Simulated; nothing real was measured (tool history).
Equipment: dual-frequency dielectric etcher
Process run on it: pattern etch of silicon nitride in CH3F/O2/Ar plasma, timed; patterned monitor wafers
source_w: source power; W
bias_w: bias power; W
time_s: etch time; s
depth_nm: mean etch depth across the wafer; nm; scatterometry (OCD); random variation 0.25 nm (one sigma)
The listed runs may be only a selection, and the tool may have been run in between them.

run	hour	source_w	bias_w	time_s	depth_nm
1	0	480	61	78.5	57.263
2	5	480	61	78.5	57.35
3	11.5	480	57	78.5	56.516
4	18.6	450	55	78.5	53.917
5	24.4	430	54	78.5	52.453
6	28.5	430	54	78.5	52.299
7	29.9	410	54	78.5	49.95
8	32.9	400	54	78.5	49.516
9	40.5	390	54	78.5	49.16
10	43.2	380	54	78.5	48.223

Run 11 has not been measured yet. What should we expect?
11	51	370	54	78.5	?

{"run 11": {"depth_nm": 47.352}}
